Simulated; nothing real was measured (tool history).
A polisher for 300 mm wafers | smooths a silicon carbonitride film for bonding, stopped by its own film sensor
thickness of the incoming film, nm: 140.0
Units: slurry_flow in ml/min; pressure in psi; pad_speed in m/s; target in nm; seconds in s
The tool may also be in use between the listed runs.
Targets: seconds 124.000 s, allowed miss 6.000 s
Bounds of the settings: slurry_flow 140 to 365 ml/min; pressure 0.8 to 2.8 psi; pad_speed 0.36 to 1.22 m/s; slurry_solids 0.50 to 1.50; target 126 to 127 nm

| run | hour | slurry_flow | pressure | pad_speed | slurry_solids | target | seconds |
|---|---|---|---|---|---|---|---|
| 1 | 0.0 | 235 | 1.8 | 0.78 | 1.00 | 126 | 77.903 |
| 2 | 6.4 | 235 | 1.7 | 0.78 | 1.00 | 126 | 83.207 |
| 3 | 12.2 | 235 | 1.7 | 0.78 | 1.10 | 126 | 76.011 |
| 4 | 14.1 | 235 | 1.6 | 0.78 | 1.10 | 126 | 79.817 |
| 5 | 17.8 | 200 | 1.6 | 0.78 | 1.10 | 126 | 83.251 |
| 6 | 20.3 | 200 | 1.5 | 0.78 | 1.10 | 126 | 87.085 |
| 7 | 21.3 | 200 | 1.4 | 0.78 | 1.10 | 126 | 91.364 |
| 8 | 24.1 | 200 | 1.4 | 0.78 | 1.10 | 126 | 87.740 |
| 9 | 28.4 | 200 | 1.3 | 0.76 | 1.10 | 126 | 98.032 |
| 10 | 36.9 | 200 | 1.2 | 0.76 | 1.10 | 126 | 105.480 |

Which of these 4 next moves meets every target?
| A | 45.4 | 205 | 0.8 | 0.74 | 1.05 | 127 | ? |
| B | 45.4 | 155 | 1.2 | 0.92 | 1.05 | 127 | ? |
| C | 45.4 | 195 | 1.6 | 0.54 | 0.70 | 126 | ? |
| D | 45.4 | 235 | 0.9 | 0.86 | 1.00 | 127 | ? |

| move | seconds |
|---|---|
| A | 125.660 |
| B | 85.664 |
| C | 133.710 |
| D | 106.520 |
A: meets every target
B: further off than the last run
C: takes the result that was furthest off past its target
D: nearer than the last run, and not there yet
Move A is the one to make.
